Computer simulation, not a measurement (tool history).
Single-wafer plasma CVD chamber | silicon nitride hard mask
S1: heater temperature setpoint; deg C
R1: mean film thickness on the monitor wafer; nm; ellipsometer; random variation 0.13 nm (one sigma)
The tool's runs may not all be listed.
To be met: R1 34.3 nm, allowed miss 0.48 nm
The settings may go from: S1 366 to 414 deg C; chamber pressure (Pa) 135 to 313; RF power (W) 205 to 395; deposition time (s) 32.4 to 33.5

{"run": 1, "hour": 0.0, "S1": 390, "chamber pressure (Pa)": 224, "RF power (W)": 300, "deposition time (s)": 32.4, "R1": 37.849}
{"run": 2, "hour": 3.1, "S1": 390, "chamber pressure (Pa)": 224, "RF power (W)": 265, "deposition time (s)": 32.4, "R1": 33.182}
{"run": 3, "hour": 4.9, "S1": 390, "chamber pressure (Pa)": 231, "RF power (W)": 265, "deposition time (s)": 32.4, "R1": 33.482}
{"run": 4, "hour": 5.5, "S1": 390, "chamber pressure (Pa)": 231, "RF power (W)": 265, "deposition time (s)": 32.4, "R1": 33.455}
{"run": 5, "hour": 10.9, "S1": 390, "chamber pressure (Pa)": 231, "RF power (W)": 305, "deposition time (s)": 32.4, "R1": 38.738}
{"run": 6, "hour": 17.7, "S1": 384, "chamber pressure (Pa)": 231, "RF power (W)": 305, "deposition time (s)": 32.4, "R1": 38.655}
{"run": 7, "hour": 24.1, "S1": 384, "chamber pressure (Pa)": 204, "RF power (W)": 305, "deposition time (s)": 32.4, "R1": 37.035}
{"run": 8, "hour": 24.9, "S1": 384, "chamber pressure (Pa)": 189, "RF power (W)": 305, "deposition time (s)": 32.4, "R1": 36.467}
{"run": 9, "hour": 27.7, "S1": 384, "chamber pressure (Pa)": 144, "RF power (W)": 300, "deposition time (s)": 32.4, "R1": 33.143}
{"run": 10, "hour": 28.4, "S1": 384, "chamber pressure (Pa)": 151, "RF power (W)": 300, "deposition time (s)": 32.4, "R1": 33.866}

Which of these 5 next moves meets every target?
{"run": "A", "hour": 29.1, "S1": 382, "chamber pressure (Pa)": 165, "RF power (W)": 290, "deposition time (s)": 32.4, "R1": "?"}
{"run": "B", "hour": 29.1, "S1": 380, "chamber pressure (Pa)": 151, "RF power (W)": 290, "deposition time (s)": 33.4, "R1": "?"}
{"run": "C", "hour": 29.1, "S1": 386, "chamber pressure (Pa)": 135, "RF power (W)": 320, "deposition time (s)": 32.4, "R1": "?"}
{"run": "D", "hour": 29.1, "S1": 380, "chamber pressure (Pa)": 140, "RF power (W)": 290, "deposition time (s)": 33.5, "R1": "?"}
{"run": "E", "hour": 29.1, "S1": 388, "chamber pressure (Pa)": 159, "RF power (W)": 285, "deposition time (s)": 33.3, "R1": "?"}

move=A R1=33.516
move=B R1=33.611
move=C R1=34.457
move=D R1=32.913
move=E R1=33.342
A: further off than the last run
B: further off than the last run
C: meets every target
D: further off than the last run
E: further off than the last run
Move C is the one to make.
